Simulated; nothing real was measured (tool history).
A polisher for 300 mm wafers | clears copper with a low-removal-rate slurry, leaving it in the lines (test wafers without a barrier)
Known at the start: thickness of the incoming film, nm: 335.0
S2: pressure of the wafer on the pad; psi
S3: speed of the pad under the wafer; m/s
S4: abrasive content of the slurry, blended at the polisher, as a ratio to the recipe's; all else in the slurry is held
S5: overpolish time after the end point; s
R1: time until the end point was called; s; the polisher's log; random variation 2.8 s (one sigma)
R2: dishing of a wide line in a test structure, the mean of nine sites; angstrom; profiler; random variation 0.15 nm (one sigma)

Run 1, day 0.000: flow of slurry (ml/min) 250, S2 2.2 psi, S3 1.02 m/s, S4 1.00, S5 15 s. Result: R1 142.65 s, R2 221.340 angstrom.
Run 2, day 0.175: flow of slurry (ml/min) 250, S2 2.2 psi, S3 1.18 m/s, S4 1.00, S5 15 s. Result: R1 124.74 s, R2 247.850 angstrom.
Run 3, day 0.517: flow of slurry (ml/min) 250, S2 2.2 psi, S3 1.18 m/s, S4 0.80, S5 15 s. Result: R1 131.58 s, R2 230.500 angstrom.
Run 4, day 0.717: flow of slurry (ml/min) 250, S2 2.2 psi, S3 1.18 m/s, S4 0.75, S5 13 s. Result: R1 133.51 s, R2 204.770 angstrom.
Run 5, day 0.921: flow of slurry (ml/min) 250, S2 2.2 psi, S3 1.18 m/s, S4 0.75, S5 10 s. Result: R1 136.93 s, R2 162.940 angstrom.
Run 6, day 1.271: flow of slurry (ml/min) 250, S2 2.2 psi, S3 1.18 m/s, S4 0.75, S5 9 s. Result: R1 136.26 s, R2 146.570 angstrom.
Run 7, day 1.550: flow of slurry (ml/min) 250, S2 2.2 psi, S3 1.18 m/s, S4 0.75, S5 8 s. Result: R1 136.50 s, R2 136.700 angstrom.
Run 8, day 1.838: flow of slurry (ml/min) 250, S2 1.9 psi, S3 1.18 m/s, S4 0.75, S5 5 s. Result: R1 159.31 s, R2 75.904 angstrom.
Run 9, day 1.912: flow of slurry (ml/min) 250, S2 1.9 psi, S3 1.18 m/s, S4 0.75, S5 5 s. Result: R1 154.34 s, R2 75.075 angstrom.

The next listed run, before its measurement:
Run 10, day 2.212: flow of slurry (ml/min) 250, S2 1.9 psi, S3 1.18 m/s, S4 0.75, S5 12 s. Result: R1 ?, R2 ?.

R1: 150.83 s
R2: 166.830 angstrom
